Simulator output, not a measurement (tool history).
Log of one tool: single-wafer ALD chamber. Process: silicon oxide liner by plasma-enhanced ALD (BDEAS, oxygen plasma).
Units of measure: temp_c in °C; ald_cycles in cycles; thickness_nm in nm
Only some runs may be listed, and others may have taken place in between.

{"run": 1, "hour": 0.0, "temp_c": 320, "ald_cycles": 29, "thickness_nm": 2.6821}
{"run": 2, "hour": 3.4, "temp_c": 320, "ald_cycles": 31, "thickness_nm": 2.8582}
{"run": 3, "hour": 9.2, "temp_c": 320, "ald_cycles": 30, "thickness_nm": 2.7727}
{"run": 4, "hour": 12.4, "temp_c": 320, "ald_cycles": 28, "thickness_nm": 2.5886}
{"run": 5, "hour": 17.6, "temp_c": 310, "ald_cycles": 28, "thickness_nm": 2.6138}
{"run": 6, "hour": 25.8, "temp_c": 310, "ald_cycles": 30, "thickness_nm": 2.7992}
{"run": 7, "hour": 28.1, "temp_c": 310, "ald_cycles": 29, "thickness_nm": 2.7089}
{"run": 8, "hour": 36.6, "temp_c": 310, "ald_cycles": 28, "thickness_nm": 2.6129}
{"run": 9, "hour": 44.4, "temp_c": 310, "ald_cycles": 27, "thickness_nm": 2.5249}
{"run": 10, "hour": 52.9, "temp_c": 310, "ald_cycles": 26, "thickness_nm": 2.4311}
{"run": 11, "hour": 59.7, "temp_c": 310, "ald_cycles": 26, "thickness_nm": 2.4281}

Run 12 is up next; what results do you expect?
{"run": 12, "hour": 66.6, "temp_c": 310, "ald_cycles": 24, "thickness_nm": "?"}

Run 12 produced thickness_nm 2.2414 nm.
